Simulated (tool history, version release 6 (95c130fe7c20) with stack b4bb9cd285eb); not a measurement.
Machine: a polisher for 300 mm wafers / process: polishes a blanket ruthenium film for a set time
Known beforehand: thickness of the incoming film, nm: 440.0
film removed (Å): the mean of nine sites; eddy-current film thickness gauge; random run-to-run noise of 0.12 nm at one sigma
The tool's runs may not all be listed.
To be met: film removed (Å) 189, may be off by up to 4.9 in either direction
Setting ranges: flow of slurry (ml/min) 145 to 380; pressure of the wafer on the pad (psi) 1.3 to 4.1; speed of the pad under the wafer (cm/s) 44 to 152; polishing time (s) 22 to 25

run  hour  flow of slurry (ml/min)  pressure of the wafer on the pad (psi)  speed of the pad under the wafer (cm/s)  polishing time (s)  film removed (Å)
  1     0                      245                                     2.7                                       98                  25            321.76
  2   3.4                      205                                     2.7                                       98                  25            316.52
  3   5.5                      265                                     2.7                                       98                  25            323.58
  4   9.9                      265                                     2.7                                       74                  25            247.86
  5  12.3                      265                                     2.5                                       74                  25            231.49
  6  15.6                      265                                     2.5                                       50                  25            158.98
  7  17.6                      290                                     2.6                                       50                  25             166.3
  8  26.1                      290                                     2.7                                       50                  25            172.61
  9  28.5                      290                                     2.8                                       50                  25            179.09

Which one of the following 4 next-run settings gets every result inside its allowed miss? There is exactly one.
  A  30.9                      250                                     2.8                                       58                  25                 ?
  B  30.9                      315                                     3.2                                       50                  25                 ?
  C  30.9                      290                                     2.9                                       56                  25                 ?
  D  30.9                      290                                     2.9                                       54                  24                 ?

move  film removed (Å)
   A            202.81
   B            204.77
   C             205.8
   D            190.88
A: takes the result that was furthest off past its target
B: takes the result that was furthest off past its target
C: takes the result that was furthest off past its target
D: hits every target within its allowed miss
Correct choice: D, which meets every target
